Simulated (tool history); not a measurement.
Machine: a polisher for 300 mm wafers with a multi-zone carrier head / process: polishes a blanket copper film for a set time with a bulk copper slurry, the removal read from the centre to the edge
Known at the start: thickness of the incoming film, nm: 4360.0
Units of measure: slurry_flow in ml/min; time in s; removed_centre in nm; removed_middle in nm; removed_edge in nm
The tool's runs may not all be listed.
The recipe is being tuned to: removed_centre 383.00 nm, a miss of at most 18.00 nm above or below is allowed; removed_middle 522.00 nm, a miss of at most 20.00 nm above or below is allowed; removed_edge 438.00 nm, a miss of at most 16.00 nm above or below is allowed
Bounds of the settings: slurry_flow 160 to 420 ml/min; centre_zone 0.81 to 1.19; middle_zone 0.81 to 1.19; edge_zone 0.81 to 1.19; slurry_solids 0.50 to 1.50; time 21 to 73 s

Run 1, hour 0.0: slurry_flow 270 ml/min, centre_zone 1.00, middle_zone 1.00, edge_zone 1.00, slurry_solids 1.00, time 47 s. Result: removed_centre 325.08 nm, removed_middle 322.78 nm, removed_edge 330.26 nm.
Run 2, hour 4.9: slurry_flow 270 ml/min, centre_zone 1.00, middle_zone 0.93, edge_zone 1.00, slurry_solids 1.00, time 47 s. Result: removed_centre 324.87 nm, removed_middle 308.67 nm, removed_edge 332.35 nm.
Run 3, hour 9.0: slurry_flow 280 ml/min, centre_zone 0.97, middle_zone 0.98, edge_zone 0.99, slurry_solids 1.10, time 49 s. Result: removed_centre 341.43 nm, removed_middle 345.20 nm, removed_edge 353.39 nm.
Run 4, hour 15.0: slurry_flow 285 ml/min, centre_zone 0.94, middle_zone 1.02, edge_zone 0.99, slurry_solids 1.15, time 50 s. Result: removed_centre 339.40 nm, removed_middle 365.22 nm, removed_edge 361.11 nm.
Run 5, hour 16.6: slurry_flow 290 ml/min, centre_zone 0.92, middle_zone 1.05, edge_zone 0.99, slurry_solids 1.20, time 51 s. Result: removed_centre 345.39 nm, removed_middle 384.16 nm, removed_edge 374.26 nm.
Run 6, hour 21.7: slurry_flow 265 ml/min, centre_zone 0.92, middle_zone 1.05, edge_zone 0.99, slurry_solids 1.20, time 51 s. Result: removed_centre 343.80 nm, removed_middle 395.42 nm, removed_edge 378.28 nm.
Run 7, hour 27.3: slurry_flow 255 ml/min, centre_zone 0.92, middle_zone 1.07, edge_zone 0.99, slurry_solids 1.25, time 52 s. Result: removed_centre 342.92 nm, removed_middle 406.87 nm, removed_edge 380.04 nm.
Run 8, hour 31.4: slurry_flow 255 ml/min, centre_zone 0.92, middle_zone 1.09, edge_zone 0.99, slurry_solids 1.30, time 53 s. Result: removed_centre 360.16 nm, removed_middle 430.52 nm, removed_edge 391.29 nm.
Run 9, hour 38.8: slurry_flow 250 ml/min, centre_zone 0.91, middle_zone 1.10, edge_zone 0.99, slurry_solids 1.35, time 54 s. Result: removed_centre 360.65 nm, removed_middle 449.47 nm, removed_edge 408.28 nm.

Exactly one of the 4 candidate moves below puts every result within its allowed miss. Which one?
Run A, hour 46.2: slurry_flow 200 ml/min, centre_zone 0.83, middle_zone 1.13, edge_zone 0.83, slurry_solids 1.30, time 64 s. Result: removed_centre ?, removed_middle ?, removed_edge ?.
Run B, hour 46.2: slurry_flow 225 ml/min, centre_zone 0.82, middle_zone 1.12, edge_zone 1.01, slurry_solids 1.50, time 61 s. Result: removed_centre ?, removed_middle ?, removed_edge ?.
Run C, hour 46.2: slurry_flow 215 ml/min, centre_zone 0.84, middle_zone 1.15, edge_zone 1.09, slurry_solids 1.50, time 60 s. Result: removed_centre ?, removed_middle ?, removed_edge ?.
Run D, hour 46.2: slurry_flow 290 ml/min, centre_zone 0.85, middle_zone 1.00, edge_zone 1.02, slurry_solids 1.30, time 54 s. Result: removed_centre ?, removed_middle ?, removed_edge ?.

move  removed_centre  removed_middle  removed_edge
   A          371.04          514.88        430.08
   B          370.27          515.04        468.86
   C          370.53          514.76        474.82
   D          338.24          410.84        411.31
A: each result inside its tolerance
B: the furthest-off result lands on target, but another misses its tolerance
C: the furthest-off result lands on target, but another misses its tolerance
D: the biggest miss grows against the last run
Move A is the one to make.

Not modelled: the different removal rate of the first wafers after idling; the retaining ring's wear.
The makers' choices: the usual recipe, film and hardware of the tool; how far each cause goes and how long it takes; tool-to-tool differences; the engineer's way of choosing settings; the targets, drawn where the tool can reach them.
